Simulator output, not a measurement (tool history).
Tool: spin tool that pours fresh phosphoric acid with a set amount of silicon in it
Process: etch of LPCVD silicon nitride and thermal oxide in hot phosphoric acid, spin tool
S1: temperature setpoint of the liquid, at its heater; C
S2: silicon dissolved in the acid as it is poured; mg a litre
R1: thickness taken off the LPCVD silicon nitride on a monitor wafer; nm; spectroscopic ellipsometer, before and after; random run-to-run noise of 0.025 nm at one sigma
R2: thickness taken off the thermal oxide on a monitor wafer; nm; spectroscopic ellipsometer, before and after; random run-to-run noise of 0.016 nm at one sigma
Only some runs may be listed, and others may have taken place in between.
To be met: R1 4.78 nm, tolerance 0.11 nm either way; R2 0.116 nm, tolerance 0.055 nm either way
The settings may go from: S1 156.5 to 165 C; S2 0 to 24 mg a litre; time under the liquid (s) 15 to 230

{"run": 1, "hour": 0.0, "S1": 160, "S2": 10.5, "time under the liquid (s)": 120, "R1": 10.28, "R2": 0.23471}
{"run": 2, "hour": 4.0, "S1": 158.5, "S2": 10.5, "time under the liquid (s)": 120, "R1": 9.7083, "R2": 0.17381}
{"run": 3, "hour": 11.1, "S1": 158.5, "S2": 8, "time under the liquid (s)": 95, "R1": 7.6384, "R2": 0.2106}
{"run": 4, "hour": 13.2, "S1": 158.5, "S2": 10.5, "time under the liquid (s)": 95, "R1": 7.7623, "R2": 0.2043}
{"run": 5, "hour": 18.8, "S1": 158.5, "S2": 10.5, "time under the liquid (s)": 75, "R1": 6.131, "R2": 0.16396}
{"run": 6, "hour": 24.9, "S1": 158.5, "S2": 7.5, "time under the liquid (s)": 75, "R1": 6.1118, "R2": 0.13312}
{"run": 7, "hour": 27.6, "S1": 158.5, "S2": 7.5, "time under the liquid (s)": 75, "R1": 6.0646, "R2": 0.15415}
{"run": 8, "hour": 29.6, "S1": 158, "S2": 6, "time under the liquid (s)": 70, "R1": 5.6021, "R2": 0.14867}
{"run": 9, "hour": 38.5, "S1": 156.5, "S2": 7.5, "time under the liquid (s)": 55, "R1": 4.1933, "R2": 0.10586}
{"run": 10, "hour": 44.1, "S1": 157, "S2": 8, "time under the liquid (s)": 55, "R1": 4.2603, "R2": 0.087569}
{"run": 11, "hour": 47.6, "S1": 157.5, "S2": 7.5, "time under the liquid (s)": 55, "R1": 4.2994, "R2": 0.099929}
{"run": 12, "hour": 50.4, "S1": 158, "S2": 7.5, "time under the liquid (s)": 55, "R1": 4.3605, "R2": 0.13384}

Which single option among these 4 for the next run brings every result within its allowed miss of target? Just one does.
{"run": "A", "hour": 53.2, "S1": 158.5, "S2": 3, "time under the liquid (s)": 55, "R1": "?", "R2": "?"}
{"run": "B", "hour": 53.2, "S1": 158, "S2": 5.5, "time under the liquid (s)": 60, "R1": "?", "R2": "?"}
{"run": "C", "hour": 53.2, "S1": 162.5, "S2": 10.5, "time under the liquid (s)": 45, "R1": "?", "R2": "?"}
{"run": "D", "hour": 53.2, "S1": 157, "S2": 10, "time under the liquid (s)": 65, "R1": "?", "R2": "?"}

move=A R1=4.4655 R2=0.11546
move=B R1=4.7897 R2=0.1155
move=C R1=4.1776 R2=0.10865
move=D R1=5.0155 R2=0.10554
A: an improvement on the last run, though not all results are within tolerance
B: in spec on every target
C: moves away from the targets compared with the last run
D: takes the result that was furthest off past its target
Go with B: it meets all targets.
